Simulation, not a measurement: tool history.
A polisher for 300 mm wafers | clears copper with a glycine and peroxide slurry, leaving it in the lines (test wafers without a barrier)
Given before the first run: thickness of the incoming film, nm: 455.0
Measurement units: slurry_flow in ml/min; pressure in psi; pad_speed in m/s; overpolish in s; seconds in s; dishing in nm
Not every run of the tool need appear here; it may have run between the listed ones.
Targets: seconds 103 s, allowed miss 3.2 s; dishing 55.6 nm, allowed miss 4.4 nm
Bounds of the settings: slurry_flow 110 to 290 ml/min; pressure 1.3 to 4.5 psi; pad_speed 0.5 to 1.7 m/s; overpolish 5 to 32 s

| run | hour | slurry_flow | pressure | pad_speed | overpolish | seconds | dishing |
|---|---|---|---|---|---|---|---|
| 1 | 0 | 185 | 2.9 | 1.1 | 16 | 64.274 | 65.73 |
| 2 | 8.3 | 180 | 2.5 | 1.1 | 17 | 73.873 | 66.249 |
| 3 | 11.4 | 175 | 2.2 | 1.1 | 17 | 80.383 | 59.641 |
| 4 | 20.4 | 175 | 2.2 | 1.22 | 17 | 73.818 | 62.253 |
| 5 | 26.2 | 170 | 1.9 | 1.2 | 18 | 84.716 | 58.106 |
| 6 | 32.3 | 170 | 2.6 | 1.2 | 18 | 66.093 | 71.413 |
| 7 | 36.7 | 170 | 2.2 | 1.2 | 18 | 74.96 | 64.173 |
| 8 | 42 | 155 | 1.4 | 1.16 | 21 | 111.88 | 50.445 |
| 9 | 42.8 | 165 | 1.4 | 1.16 | 21 | 112.18 | 55.413 |
| 10 | 44.4 | 170 | 1.4 | 1.16 | 21 | 111.12 | 51.835 |

Which one of the following 4 next-run settings gets every result inside its allowed miss? There is exactly one.
| A | 46 | 185 | 1.3 | 1 | 23 | ? | ? |
| B | 46 | 145 | 1.4 | 1.44 | 15 | ? | ? |
| C | 46 | 180 | 1.7 | 1.06 | 20 | ? | ? |
| D | 46 | 140 | 1.6 | 1.28 | 19 | ? | ? |

| move | seconds | dishing |
|---|---|---|
| A | 129.22 | 52.486 |
| B | 96.601 | 46.487 |
| C | 102.45 | 56.719 |
| D | 95.873 | 56.664 |
A: the biggest miss grows against the last run
B: carries the result that was furthest off beyond its target, to the other side
C: all results land within tolerance of their targets
D: carries the result that was furthest off beyond its target, to the other side
C is the move that brings every result within its allowed miss.
